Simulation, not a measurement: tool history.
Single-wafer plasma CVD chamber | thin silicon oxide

run  hour  heater temperature setpoint (deg C)  chamber pressure (mTorr)  RF power (W)  deposition time (s)  mean film thickness on the monitor wafer (nm)
  1     0                                  395                       606           245                 4.23                                         4.7722
  2   3.7                                  395                       497           245                 4.23                                         3.9346
  3    11                                  395                       497           275                 4.23                                         4.0547
  4  19.6                                  395                       485           275                 4.23                                         3.9888
  5  24.3                                  395                       475           275                 4.23                                         3.8902
  6  25.2                                  395                       469           275                 4.23                                         3.8374

Run 7 comes next. What will it give?
  7  30.8                                  395                       465           275                 4.23                                              ?

mean film thickness on the monitor wafer (nm): 3.8121
